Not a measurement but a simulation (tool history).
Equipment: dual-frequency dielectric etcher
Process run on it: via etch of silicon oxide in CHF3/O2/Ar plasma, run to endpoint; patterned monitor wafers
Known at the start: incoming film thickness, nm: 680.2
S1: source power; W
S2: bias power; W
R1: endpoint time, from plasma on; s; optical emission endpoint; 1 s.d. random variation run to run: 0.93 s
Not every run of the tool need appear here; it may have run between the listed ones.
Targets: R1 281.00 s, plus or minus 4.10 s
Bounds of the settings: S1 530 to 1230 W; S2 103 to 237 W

run 1 hour=0.0 | S1=880 S2=170 | R1=316.74
run 2 hour=6.1 | S1=900 S2=171 | R1=313.55
run 3 hour=6.8 | S1=920 S2=172 | R1=309.01
run 4 hour=15.5 | S1=850 S2=172 | R1=320.76
run 5 hour=19.6 | S1=850 S2=142 | R1=345.37
run 6 hour=23.2 | S1=890 S2=143 | R1=335.01
run 7 hour=27.8 | S1=1070 S2=150 | R1=300.68
run 8 hour=35.5 | S1=1070 S2=150 | R1=301.41
run 9 hour=36.5 | S1=1080 S2=150 | R1=299.73
run 10 hour=44.2 | S1=1090 S2=150 | R1=298.72
run 11 hour=51.9 | S1=1100 S2=150 | R1=297.65
run 12 hour=54.0 | S1=1110 S2=150 | R1=297.45
run 13 hour=61.5 | S1=1120 S2=150 | R1=295.33
run 14 hour=66.6 | S1=1130 S2=150 | R1=293.78
run 15 hour=74.2 | S1=1140 S2=150 | R1=292.37

Which of these 4 next moves meets every target?
run A hour=81.8 | S1=1030 S2=148 | R1=?
run B hour=81.8 | S1=1210 S2=124 | R1=?
run C hour=81.8 | S1=1230 S2=149 | R1=?
run D hour=81.8 | S1=1170 S2=130 | R1=?

move=A R1=309.24
move=B R1=305.14
move=C R1=283.14
move=D R1=304.86
A: further off than the last run
B: further off than the last run
C: all results land within tolerance of their targets
D: further off than the last run
C is the move that brings every result within its allowed miss.
